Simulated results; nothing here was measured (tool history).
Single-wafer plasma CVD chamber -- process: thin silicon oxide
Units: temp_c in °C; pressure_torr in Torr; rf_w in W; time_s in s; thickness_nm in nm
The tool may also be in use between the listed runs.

Run 1, hour 0.0: temp_c 415 °C, pressure_torr 0.906 Torr, rf_w 370 W, time_s 12.8 s. Result: thickness_nm 26.464 nm.
Run 2, hour 8.5: temp_c 415 °C, pressure_torr 0.906 Torr, rf_w 370 W, time_s 12.8 s. Result: thickness_nm 26.538 nm.
Run 3, hour 14.5: temp_c 415 °C, pressure_torr 0.906 Torr, rf_w 370 W, time_s 13.2 s. Result: thickness_nm 27.326 nm.
Run 4, hour 16.3: temp_c 415 °C, pressure_torr 1.024 Torr, rf_w 370 W, time_s 13.2 s. Result: thickness_nm 30.241 nm.
Run 5, hour 24.3: temp_c 415 °C, pressure_torr 1.024 Torr, rf_w 370 W, time_s 12.8 s. Result: thickness_nm 29.207 nm.
Run 6, hour 31.2: temp_c 415 °C, pressure_torr 1.024 Torr, rf_w 370 W, time_s 13.2 s. Result: thickness_nm 30.440 nm.
Run 7, hour 35.6: temp_c 415 °C, pressure_torr 0.897 Torr, rf_w 350 W, time_s 13.2 s. Result: thickness_nm 26.558 nm.

Expected results for the next run?
Run 8, hour 37.5: temp_c 415 °C, pressure_torr 0.897 Torr, rf_w 350 W, time_s 13.2 s. Result: thickness_nm ?.

For run 8 the tool returned thickness_nm 26.596 nm.
